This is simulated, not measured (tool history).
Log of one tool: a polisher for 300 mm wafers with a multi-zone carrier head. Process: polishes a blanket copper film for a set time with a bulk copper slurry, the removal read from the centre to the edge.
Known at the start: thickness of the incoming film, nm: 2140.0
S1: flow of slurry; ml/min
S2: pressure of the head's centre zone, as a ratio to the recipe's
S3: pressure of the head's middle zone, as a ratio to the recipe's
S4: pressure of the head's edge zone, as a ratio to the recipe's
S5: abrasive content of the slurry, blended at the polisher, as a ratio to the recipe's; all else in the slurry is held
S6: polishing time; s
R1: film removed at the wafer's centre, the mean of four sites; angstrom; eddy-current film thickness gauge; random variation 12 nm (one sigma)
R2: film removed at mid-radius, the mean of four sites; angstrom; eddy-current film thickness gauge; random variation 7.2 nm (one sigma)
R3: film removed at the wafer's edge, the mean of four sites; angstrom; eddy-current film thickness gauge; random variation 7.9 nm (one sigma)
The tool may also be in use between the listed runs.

Run 1, day 0: S1 160 ml/min, S2 1, S3 1, S4 1, S5 1, S6 64 s. Result: R1 7988.4 angstrom, R2 7760.9 angstrom, R3 8006.5 angstrom.
Run 2, day 0.133: S1 160 ml/min, S2 1, S3 0.97, S4 1, S5 1, S6 64 s. Result: R1 8115.3 angstrom, R2 7643.9 angstrom, R3 7953.9 angstrom.
Run 3, day 0.238: S1 170 ml/min, S2 0.99, S3 0.97, S4 1.05, S5 1.1, S6 64 s. Result: R1 8229.5 angstrom, R2 7679.1 angstrom, R3 8208.7 angstrom.
Run 4, day 0.342: S1 170 ml/min, S2 0.99, S3 1, S4 1.05, S5 1.1, S6 64 s. Result: R1 8178.6 angstrom, R2 8025.3 angstrom, R3 8318.5 angstrom.
Run 5, day 0.471: S1 170 ml/min, S2 0.99, S3 0.92, S4 1.05, S5 1.1, S6 64 s. Result: R1 8211.1 angstrom, R2 7409.4 angstrom, R3 8323.8 angstrom.
Run 6, day 0.554: S1 190 ml/min, S2 0.99, S3 0.92, S4 1.05, S5 1.1, S6 64 s. Result: R1 8157.1 angstrom, R2 7481.2 angstrom, R3 8342 angstrom.
Run 7, day 0.704: S1 190 ml/min, S2 0.98, S3 0.93, S4 1.08, S5 1.2, S6 65 s. Result: R1 8244.7 angstrom, R2 7819.5 angstrom, R3 8826 angstrom.
Run 8, day 0.896: S1 195 ml/min, S2 0.99, S3 0.94, S4 1.1, S5 1.3, S6 65 s. Result: R1 8680.1 angstrom, R2 8101.7 angstrom, R3 9089 angstrom.

The next listed run, before its measurement:
Run 9, day 1.079: S1 200 ml/min, S2 0.99, S3 0.95, S4 1.12, S5 1.35, S6 65 s. Result: R1 ?, R2 ?, R3 ?.

R1: 8841.4 angstrom
R2: 8160.8 angstrom
R3: 9303.9 angstrom
